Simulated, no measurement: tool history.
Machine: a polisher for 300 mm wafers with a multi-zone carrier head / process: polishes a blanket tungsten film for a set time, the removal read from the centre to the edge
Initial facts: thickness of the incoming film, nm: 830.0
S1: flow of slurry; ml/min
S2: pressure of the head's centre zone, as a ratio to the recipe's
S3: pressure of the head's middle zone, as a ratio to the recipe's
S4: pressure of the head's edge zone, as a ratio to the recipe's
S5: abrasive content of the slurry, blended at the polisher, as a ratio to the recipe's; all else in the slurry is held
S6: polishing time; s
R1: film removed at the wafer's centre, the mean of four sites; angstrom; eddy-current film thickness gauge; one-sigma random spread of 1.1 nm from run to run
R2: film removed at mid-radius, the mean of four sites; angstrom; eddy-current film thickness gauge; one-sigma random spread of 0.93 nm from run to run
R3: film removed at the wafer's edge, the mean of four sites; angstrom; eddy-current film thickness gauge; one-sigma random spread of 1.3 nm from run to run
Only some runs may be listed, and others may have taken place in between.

run 1 hour=0 | S1=210 S2=1 S3=1 S4=1 S5=1 S6=30 | R1=1382.6 R2=1416.9 R3=1416.1
run 2 hour=1.9 | S1=260 S2=1 S3=1 S4=1 S5=1 S6=30 | R1=1416.2 R2=1462.6 R3=1438.6
run 3 hour=5.9 | S1=260 S2=0.98 S3=1 S4=0.97 S5=0.9 S6=29 | R1=1283.8 R2=1344.3 R3=1329.1
run 4 hour=9.3 | S1=260 S2=0.97 S3=1.01 S4=0.94 S5=0.8 S6=29 | R1=1220.5 R2=1307.7 R3=1246.8
run 5 hour=14.7 | S1=255 S2=0.96 S3=1.01 S4=0.92 S5=0.75 S6=29 | R1=1208.9 R2=1303.6 R3=1230.5
run 6 hour=20.2 | S1=255 S2=0.96 S3=1.01 S4=0.92 S5=0.6 S6=29 | R1=1139.1 R2=1207 R3=1132.7
run 7 hour=23.1 | S1=250 S2=0.95 S3=1.01 S4=0.9 S5=0.6 S6=29 | R1=1110.1 R2=1213.1 R3=1121.9
run 8 hour=30.9 | S1=240 S2=0.94 S3=1 S4=0.89 S5=0.6 S6=29 | R1=1094.1 R2=1193.8 R3=1118.7

Run 9 is up next; what results do you expect?
run 9 hour=37.4 | S1=235 S2=0.93 S3=1 S4=0.88 S5=0.6 S6=29 | R1=? R2=? R3=?

For run 9 the tool returned R1 1081.9 angstrom, R2 1181.3 angstrom, R3 1135 angstrom.

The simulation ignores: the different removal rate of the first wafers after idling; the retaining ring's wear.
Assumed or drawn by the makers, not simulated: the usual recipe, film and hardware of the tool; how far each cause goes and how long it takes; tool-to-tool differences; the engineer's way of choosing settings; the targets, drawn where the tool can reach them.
